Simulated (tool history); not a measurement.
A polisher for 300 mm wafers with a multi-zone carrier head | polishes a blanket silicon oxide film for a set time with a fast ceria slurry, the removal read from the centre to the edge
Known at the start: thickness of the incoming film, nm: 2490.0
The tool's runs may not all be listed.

run	hour	flow of slurry (ml/min)	pressure of the head's centre zone	pressure of the head's middle zone	pressure of the head's edge zone	polishing time (s)	film removed at the wafer's centre (Å)	film removed at mid-radius (Å)	film removed at the wafer's edge (Å)
1	0.0	210	1.00	1.00	1.00	51	9187.3	8999.6	9006.3
2	7.5	215	1.01	1.01	1.02	52	9569.8	9260.7	9206.3
3	12.4	215	1.07	1.01	1.02	52	10024.0	8966.8	9309.2
4	14.8	215	0.99	1.01	1.02	52	9372.6	9243.5	9368.8
5	16.8	215	0.94	1.01	1.02	52	8907.9	9179.0	9500.3
6	21.3	220	0.95	1.02	1.03	53	9154.4	9468.1	9637.8
7	23.9	225	0.96	1.03	1.04	54	9465.0	9862.7	9834.6
8	27.5	230	0.97	1.03	1.05	54	9596.7	9974.7	9981.1
9	35.2	235	0.98	1.03	1.06	54	9813.1	9883.6	9855.0
10	43.9	235	0.98	1.03	1.06	55	9815.5	10169.0	10322.0

The next listed run, before its measurement:
11	49.7	240	0.99	1.03	1.06	55	?	?	?

film removed at the wafer's centre (Å): 9977.0
film removed at mid-radius (Å): 10058.0
film removed at the wafer's edge (Å): 10212.0
